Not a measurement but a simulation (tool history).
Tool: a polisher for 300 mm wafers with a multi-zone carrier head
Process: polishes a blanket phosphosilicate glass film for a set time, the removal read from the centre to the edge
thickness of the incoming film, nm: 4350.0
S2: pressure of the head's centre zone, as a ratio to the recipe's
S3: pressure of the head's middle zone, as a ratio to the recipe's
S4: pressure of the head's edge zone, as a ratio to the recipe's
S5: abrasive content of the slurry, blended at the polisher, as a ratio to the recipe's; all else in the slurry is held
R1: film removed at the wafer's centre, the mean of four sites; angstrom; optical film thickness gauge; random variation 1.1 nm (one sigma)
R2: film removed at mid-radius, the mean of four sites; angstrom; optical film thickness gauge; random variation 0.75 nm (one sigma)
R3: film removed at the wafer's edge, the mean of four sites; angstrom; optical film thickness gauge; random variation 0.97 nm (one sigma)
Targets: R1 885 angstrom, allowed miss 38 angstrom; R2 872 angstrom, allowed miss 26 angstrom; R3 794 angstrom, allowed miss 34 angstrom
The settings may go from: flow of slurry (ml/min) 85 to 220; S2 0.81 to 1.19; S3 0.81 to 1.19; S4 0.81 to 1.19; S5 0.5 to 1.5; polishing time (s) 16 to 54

run 1 hour=0 | flow_of_slurry_(ml/min)=140 S2=1 S3=1 S4=1 S5=1 polishing_time_(s)=35 | R1=2011.8 R2=1985.8 R3=2025.9
run 2 hour=1.2 | flow_of_slurry_(ml/min)=140 S2=1 S3=0.97 S4=1 S5=1 polishing_time_(s)=35 | R1=2045.4 R2=1908.5 R3=2022.5
run 3 hour=8.5 | flow_of_slurry_(ml/min)=140 S2=1.04 S3=0.97 S4=1 S5=1 polishing_time_(s)=35 | R1=2083.9 R2=1935.2 R3=1994.7
run 4 hour=13.1 | flow_of_slurry_(ml/min)=115 S2=1.04 S3=0.97 S4=1 S5=1 polishing_time_(s)=35 | R1=2032.8 R2=1863.7 R3=1943.9
run 5 hour=15.4 | flow_of_slurry_(ml/min)=85 S2=1.04 S3=0.97 S4=1 S5=1 polishing_time_(s)=35 | R1=1883.7 R2=1729 R3=1893.8
run 6 hour=23.5 | flow_of_slurry_(ml/min)=85 S2=1.04 S3=0.97 S4=1 S5=0.85 polishing_time_(s)=35 | R1=1656.9 R2=1576.1 R3=1683
run 7 hour=25.9 | flow_of_slurry_(ml/min)=120 S2=1.09 S3=1 S4=0.9 S5=0.6 polishing_time_(s)=25 | R1=992.87 R2=866.05 R3=862.47
run 8 hour=32.1 | flow_of_slurry_(ml/min)=115 S2=1.08 S3=1.02 S4=0.88 S5=0.6 polishing_time_(s)=25 | R1=972.64 R2=884.21 R3=839.82
run 9 hour=39.8 | flow_of_slurry_(ml/min)=110 S2=1.07 S3=1.02 S4=0.87 S5=0.6 polishing_time_(s)=25 | R1=959.61 R2=869.53 R3=851.5
run 10 hour=42.2 | flow_of_slurry_(ml/min)=110 S2=1.06 S3=1.04 S4=0.85 S5=0.6 polishing_time_(s)=25 | R1=927.3 R2=900.22 R3=830.13
run 11 hour=48.6 | flow_of_slurry_(ml/min)=105 S2=1.06 S3=1.04 S4=0.84 S5=0.6 polishing_time_(s)=25 | R1=957.52 R2=883.3 R3=815.71

Which of these 5 next moves meets every target?
run A hour=55 | flow_of_slurry_(ml/min)=85 S2=1.13 S3=1 S4=0.85 S5=0.55 polishing_time_(s)=30 | R1=? R2=? R3=?
run B hour=55 | flow_of_slurry_(ml/min)=85 S2=1.18 S3=1.07 S4=0.85 S5=0.6 polishing_time_(s)=26 | R1=? R2=? R3=?
run C hour=55 | flow_of_slurry_(ml/min)=100 S2=1.09 S3=0.94 S4=0.81 S5=0.8 polishing_time_(s)=20 | R1=? R2=? R3=?
run D hour=55 | flow_of_slurry_(ml/min)=85 S2=1.15 S3=0.97 S4=0.86 S5=0.7 polishing_time_(s)=23 | R1=? R2=? R3=?
run E hour=55 | flow_of_slurry_(ml/min)=95 S2=1.05 S3=1.06 S4=0.82 S5=0.55 polishing_time_(s)=28 | R1=? R2=? R3=?

move=A R1=1009.2 R2=858.03 R3=841.93
move=B R1=1025.2 R2=884.56 R3=819.03
move=C R1=1022.5 R2=850.05 R3=854.62
move=D R1=1049.5 R2=855.15 R3=864.69
move=E R1=905.13 R2=864.3 R3=789.89
A: further off than the last run
B: further off than the last run
C: further off than the last run
D: further off than the last run
E: meets every target
The right move is E.
